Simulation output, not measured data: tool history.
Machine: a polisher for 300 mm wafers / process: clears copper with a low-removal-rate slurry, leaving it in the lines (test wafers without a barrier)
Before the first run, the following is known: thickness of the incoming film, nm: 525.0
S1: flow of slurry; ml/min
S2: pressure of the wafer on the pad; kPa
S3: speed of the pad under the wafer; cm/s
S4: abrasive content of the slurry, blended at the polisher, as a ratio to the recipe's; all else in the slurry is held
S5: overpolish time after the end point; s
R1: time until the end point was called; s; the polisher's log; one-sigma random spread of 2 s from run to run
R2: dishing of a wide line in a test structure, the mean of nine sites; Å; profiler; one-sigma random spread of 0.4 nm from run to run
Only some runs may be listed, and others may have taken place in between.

Run 1, hour 0: S1 200 ml/min, S2 21.4 kPa, S3 130 cm/s, S4 1, S5 10 s. Result: R1 132.43 s, R2 257.46 Å.
Run 2, hour 3.2: S1 200 ml/min, S2 21.4 kPa, S3 130 cm/s, S4 0.9, S5 10 s. Result: R1 133.32 s, R2 252.5 Å.
Run 3, hour 8.2: S1 200 ml/min, S2 21.4 kPa, S3 152 cm/s, S4 0.9, S5 10 s. Result: R1 115.92 s, R2 287.98 Å.
Run 4, hour 14.6: S1 200 ml/min, S2 24.1 kPa, S3 152 cm/s, S4 0.9, S5 10 s. Result: R1 104.08 s, R2 310.98 Å.
Run 5, hour 16.1: S1 195 ml/min, S2 19.3 kPa, S3 146 cm/s, S4 0.9, S5 11 s. Result: R1 132.93 s, R2 268.89 Å.
Run 6, hour 20.1: S1 195 ml/min, S2 23.4 kPa, S3 146 cm/s, S4 0.9, S5 11 s. Result: R1 112.92 s, R2 317.34 Å.
Run 7, hour 23.1: S1 195 ml/min, S2 23.4 kPa, S3 146 cm/s, S4 0.9, S5 11 s. Result: R1 110.84 s, R2 318.74 Å.
Run 8, hour 31.5: S1 180 ml/min, S2 17.2 kPa, S3 142 cm/s, S4 0.9, S5 13 s. Result: R1 153.18 s, R2 280.03 Å.
Run 9, hour 36.9: S1 175 ml/min, S2 15.2 kPa, S3 142 cm/s, S4 0.9, S5 13 s. Result: R1 174.4 s, R2 240.09 Å.
Run 10, hour 37.6: S1 165 ml/min, S2 14.5 kPa, S3 142 cm/s, S4 0.9, S5 13 s. Result: R1 184.48 s, R2 238.1 Å.
Run 11, hour 45.8: S1 155 ml/min, S2 13.8 kPa, S3 142 cm/s, S4 0.9, S5 13 s. Result: R1 191.93 s, R2 226.29 Å.
Run 12, hour 47.8: S1 145 ml/min, S2 13.8 kPa, S3 142 cm/s, S4 0.9, S5 13 s. Result: R1 196.94 s, R2 235.75 Å.
Run 13, hour 52.3: S1 135 ml/min, S2 12.4 kPa, S3 142 cm/s, S4 0.9, S5 12 s. Result: R1 216.4 s, R2 191.67 Å.

For run 14, what comes out?
Run 14, hour 58: S1 140 ml/min, S2 12.4 kPa, S3 142 cm/s, S4 0.9, S5 12 s. Result: R1 ?, R2 ?.

R1: 216.72 s
R2: 200.46 Å

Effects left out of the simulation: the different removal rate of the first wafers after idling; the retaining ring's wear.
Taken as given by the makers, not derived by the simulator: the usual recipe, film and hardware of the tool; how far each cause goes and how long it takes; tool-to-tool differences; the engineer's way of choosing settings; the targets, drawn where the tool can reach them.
